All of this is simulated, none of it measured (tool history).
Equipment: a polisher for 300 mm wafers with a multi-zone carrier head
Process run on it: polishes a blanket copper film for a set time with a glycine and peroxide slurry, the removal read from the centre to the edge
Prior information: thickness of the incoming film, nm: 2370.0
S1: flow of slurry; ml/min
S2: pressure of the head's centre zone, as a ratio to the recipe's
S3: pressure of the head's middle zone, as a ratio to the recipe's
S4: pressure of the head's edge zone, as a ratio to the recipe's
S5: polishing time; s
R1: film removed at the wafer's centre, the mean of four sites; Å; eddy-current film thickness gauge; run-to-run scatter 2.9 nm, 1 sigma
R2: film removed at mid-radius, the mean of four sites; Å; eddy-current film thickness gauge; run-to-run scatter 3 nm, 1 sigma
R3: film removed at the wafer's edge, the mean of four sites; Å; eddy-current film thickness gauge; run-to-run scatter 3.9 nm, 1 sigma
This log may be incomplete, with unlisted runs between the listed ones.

run  hour   S1    S2    S3    S4  S5      R1      R2      R3
  1   0.0  185  1.00  1.00  1.00  55  3765.9  3697.8  3570.9
  2   4.2  180  0.99  0.99  0.99  54  3604.8  3511.2  3454.5
  3   4.7  175  0.98  0.98  0.98  54  3514.1  3457.2  3459.9
  4   9.6  175  0.98  0.97  0.97  53  3534.2  3325.2  3411.8
  5  10.8  175  0.98  0.94  0.97  53  3525.4  3240.9  3420.3
  6  13.4  170  0.97  0.94  0.96  53  3387.8  3345.0  3394.3

Run 7 comes next. What will it give?
  7  21.3  170  0.97  0.93  0.96  52   ?   ?   ?

Logged for run 7: R1 3336.0 Å, R2 3258.8 Å, R3 3316.4 Å.

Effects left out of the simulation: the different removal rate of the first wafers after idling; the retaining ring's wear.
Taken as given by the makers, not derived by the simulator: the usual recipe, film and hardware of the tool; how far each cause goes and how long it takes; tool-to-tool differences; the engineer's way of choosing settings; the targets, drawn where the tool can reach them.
